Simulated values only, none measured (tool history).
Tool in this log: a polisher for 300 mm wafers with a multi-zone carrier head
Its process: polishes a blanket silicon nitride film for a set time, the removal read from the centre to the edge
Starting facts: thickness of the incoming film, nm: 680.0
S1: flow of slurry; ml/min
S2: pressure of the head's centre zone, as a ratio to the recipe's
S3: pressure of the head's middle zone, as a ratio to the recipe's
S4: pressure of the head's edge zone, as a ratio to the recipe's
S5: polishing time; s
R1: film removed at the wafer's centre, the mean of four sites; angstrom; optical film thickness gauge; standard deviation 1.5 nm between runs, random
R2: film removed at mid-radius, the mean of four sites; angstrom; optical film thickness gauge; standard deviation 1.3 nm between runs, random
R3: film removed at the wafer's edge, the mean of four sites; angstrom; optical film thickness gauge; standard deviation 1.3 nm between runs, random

run 1 hour=0.0 | S1=215 S2=1.00 S3=1.00 S4=1.00 S5=41 | R1=859.24 R2=883.69 R3=883.69
run 2 hour=7.8 | S1=220 S2=1.02 S3=1.00 S4=1.02 S5=42 | R1=890.23 R2=893.98 R3=927.59
run 3 hour=10.4 | S1=220 S2=1.06 S3=1.00 S4=1.02 S5=42 | R1=948.42 R2=901.75 R3=923.11
run 4 hour=17.6 | S1=220 S2=1.06 S3=1.00 S4=1.02 S5=50 | R1=1104.80 R2=1064.00 R3=1083.20
run 5 hour=24.2 | S1=225 S2=1.07 S3=1.01 S4=1.03 S5=50 | R1=1121.40 R2=1079.50 R3=1099.70
run 6 hour=28.3 | S1=230 S2=1.08 S3=1.01 S4=1.04 S5=50 | R1=1124.60 R2=1089.50 R3=1122.40
run 7 hour=32.9 | S1=235 S2=1.09 S3=1.01 S4=1.04 S5=50 | R1=1123.50 R2=1096.80 R3=1118.10

Predict the results of run 8:
run 8 hour=39.1 | S1=235 S2=1.10 S3=1.01 S4=1.04 S5=51 | R1=? R2=? R3=?

For run 8 the tool returned R1 1191.60 angstrom, R2 1098.20 angstrom, R3 1137.20 angstrom.
